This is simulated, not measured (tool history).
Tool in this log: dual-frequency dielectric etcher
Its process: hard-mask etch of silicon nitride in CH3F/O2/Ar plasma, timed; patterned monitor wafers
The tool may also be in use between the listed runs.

run    day  source power (W)  bias power (W)  etch time (s)  mean etch depth across the wafer (nm)
  1  0.000               480              74          115.0                                 93.140
  2  0.362               560              74          115.0                                101.490
  3  0.450               640              74          115.0                                109.020
  4  0.500               590              74          115.0                                104.680
  5  0.662               560              74          115.0                                102.030
  6  1.004               560              74          115.0                                101.520
  7  1.033               540              74          115.0                                 99.821
  8  1.392               520              74          115.0                                 97.531

Run 9 has not been measured yet. What should we expect?
  9  1.517               520              74          115.0                                      ?

{"run 9": {"mean etch depth across the wafer (nm)": 97.269}}
